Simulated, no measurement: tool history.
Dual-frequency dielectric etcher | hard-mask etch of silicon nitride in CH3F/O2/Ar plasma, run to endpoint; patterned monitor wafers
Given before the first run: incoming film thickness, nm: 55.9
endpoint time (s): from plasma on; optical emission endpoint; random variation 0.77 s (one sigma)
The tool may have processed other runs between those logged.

run  hour  source power (W)  bias power (W)  endpoint time (s)
  1   0.0               340              90             74.958
  2   7.4               340             103             72.151
  3  11.6               340             113             71.349
  4  14.1               300             113             74.325
  5  20.7               300             125             72.019
  6  23.5               280             119             75.425
  7  24.4               270             116             78.084

Run 8, settings as shown, results not yet in. Your forecast:
  8  25.3               260             115                  ?

Run 8 measured endpoint time (s) 79.843.
